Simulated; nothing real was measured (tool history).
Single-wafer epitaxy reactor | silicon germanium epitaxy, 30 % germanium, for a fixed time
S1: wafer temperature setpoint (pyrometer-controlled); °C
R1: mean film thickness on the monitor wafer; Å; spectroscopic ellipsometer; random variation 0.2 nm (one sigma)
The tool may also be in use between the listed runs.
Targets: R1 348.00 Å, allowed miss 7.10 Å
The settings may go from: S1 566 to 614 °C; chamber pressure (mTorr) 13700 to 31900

run 1 day=0.000 | S1=590 chamber_pressure_(mTorr)=22800 | R1=480.04
run 2 day=0.046 | S1=590 chamber_pressure_(mTorr)=19700 | R1=452.68
run 3 day=0.412 | S1=590 chamber_pressure_(mTorr)=22000 | R1=474.60
run 4 day=0.642 | S1=595 chamber_pressure_(mTorr)=22000 | R1=520.58
run 5 day=0.992 | S1=595 chamber_pressure_(mTorr)=19300 | R1=495.66
run 6 day=1.204 | S1=589 chamber_pressure_(mTorr)=19200 | R1=440.93
run 7 day=1.483 | S1=585 chamber_pressure_(mTorr)=19100 | R1=402.11
-- day=1.783 pyrometer calibrated
run 8 day=1.783 | S1=583 chamber_pressure_(mTorr)=19100 | R1=426.32
run 9 day=1.858 | S1=577 chamber_pressure_(mTorr)=18300 | R1=371.72
run 10 day=2.033 | S1=575 chamber_pressure_(mTorr)=18200 | R1=356.22

4 next moves are on the table. One of them brings every result within its allowed miss. Which?
run A day=2.208 | S1=577 chamber_pressure_(mTorr)=17100 | R1=?
run B day=2.208 | S1=577 chamber_pressure_(mTorr)=18600 | R1=?
run C day=2.208 | S1=572 chamber_pressure_(mTorr)=19800 | R1=?
run D day=2.208 | S1=582 chamber_pressure_(mTorr)=14700 | R1=?

move=A R1=358.51
move=B R1=369.43
move=C R1=342.12
move=D R1=374.94
A: further off than the last run
B: further off than the last run
C: meets every target
D: further off than the last run
Answer: C
